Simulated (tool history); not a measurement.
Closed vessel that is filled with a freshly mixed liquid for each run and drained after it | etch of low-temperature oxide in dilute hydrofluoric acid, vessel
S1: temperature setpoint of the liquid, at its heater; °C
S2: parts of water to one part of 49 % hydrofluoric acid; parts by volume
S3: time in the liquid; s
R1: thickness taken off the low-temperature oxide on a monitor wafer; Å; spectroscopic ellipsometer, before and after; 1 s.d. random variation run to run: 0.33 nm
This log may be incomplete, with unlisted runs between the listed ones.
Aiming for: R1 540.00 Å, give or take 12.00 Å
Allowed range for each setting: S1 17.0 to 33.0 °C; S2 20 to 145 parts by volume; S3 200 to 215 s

run 1 day=0.000 | S1=25.0 S2=80 S3=200 | R1=294.20
run 2 day=0.029 | S1=26.5 S2=75 S3=200 | R1=335.28
run 3 day=0.238 | S1=26.5 S2=75 S3=200 | R1=339.25
run 4 day=0.300 | S1=29.0 S2=75 S3=200 | R1=372.80
run 5 day=0.512 | S1=29.0 S2=85 S3=200 | R1=322.49
run 6 day=0.671 | S1=26.5 S2=85 S3=200 | R1=292.11
run 7 day=0.883 | S1=28.0 S2=80 S3=200 | R1=330.16
run 8 day=1.012 | S1=29.0 S2=75 S3=200 | R1=372.79
run 9 day=1.150 | S1=33.0 S2=60 S3=200 | R1=555.24

Below are 4 possible settings for the next run. Only one of them brings all results inside the allowed miss of their targets. Which is it?
run A day=1.288 | S1=31.0 S2=60 S3=200 | R1=?
run B day=1.288 | S1=33.0 S2=65 S3=215 | R1=?
run C day=1.288 | S1=32.5 S2=60 S3=215 | R1=?
run D day=1.288 | S1=33.0 S2=60 S3=205 | R1=?

move=A R1=512.71
move=B R1=544.77
move=C R1=583.76
move=D R1=567.29
A: takes the result that was furthest off past its target
B: hits every target within its allowed miss
C: the biggest miss grows against the last run
D: the biggest miss grows against the last run
Answer: B
